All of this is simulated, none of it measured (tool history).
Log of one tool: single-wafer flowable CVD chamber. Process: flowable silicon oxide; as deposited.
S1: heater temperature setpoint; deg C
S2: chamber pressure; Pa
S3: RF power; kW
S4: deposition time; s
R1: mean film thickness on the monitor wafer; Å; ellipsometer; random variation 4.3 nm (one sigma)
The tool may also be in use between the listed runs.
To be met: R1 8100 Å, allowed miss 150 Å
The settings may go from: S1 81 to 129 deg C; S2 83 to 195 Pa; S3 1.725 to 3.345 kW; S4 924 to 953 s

| run | day | S1 | S2 | S3 | S4 | R1 |
|---|---|---|---|---|---|---|
| 1 | 0 | 105 | 139 | 2.535 | 924 | 6089.3 |
| 2 | 0.308 | 105 | 139 | 2.665 | 924 | 6149.1 |
| 3 | 0.646 | 114 | 139 | 2.665 | 924 | 4767 |
| 4 | 0.829 | 111 | 139 | 2.665 | 924 | 5146.1 |
| 5 | 0.971 | 109 | 139 | 2.665 | 924 | 5436 |
| 6 | 1.25 | 107 | 139 | 2.665 | 924 | 5757.2 |
| 7 | 1.592 | 105 | 139 | 2.665 | 924 | 6037.6 |
| 8 | 1.883 | 103 | 139 | 2.665 | 924 | 6451.5 |
| 9 | 2.121 | 102 | 139 | 2.665 | 924 | 6634.4 |
| 10 | 2.429 | 102 | 139 | 2.665 | 924 | 6724.6 |
| 11 | 2.5 | 101 | 139 | 2.665 | 924 | 6913.4 |
| 12 | 2.608 | 100 | 139 | 2.665 | 924 | 7041.8 |
| 13 | 2.75 | 99 | 139 | 2.665 | 924 | 7254.2 |
| 14 | 2.788 | 98 | 139 | 2.665 | 924 | 7510.7 |

4 next moves are on the table. One of them brings every result within its allowed miss. Which?
| A | 2.825 | 100 | 132 | 2.525 | 924 | ? |
| B | 2.825 | 96 | 143 | 2.725 | 948 | ? |
| C | 2.825 | 103 | 141 | 2.935 | 935 | ? |
| D | 2.825 | 96 | 137 | 2.645 | 943 | ? |

| move | R1 |
|---|---|
| A | 6702.6 |
| B | 8374.4 |
| C | 6720.5 |
| D | 8023.8 |
A: further off than the last run
B: takes the result that was furthest off past its target
C: further off than the last run
D: meets every target
Move D is the one to make.
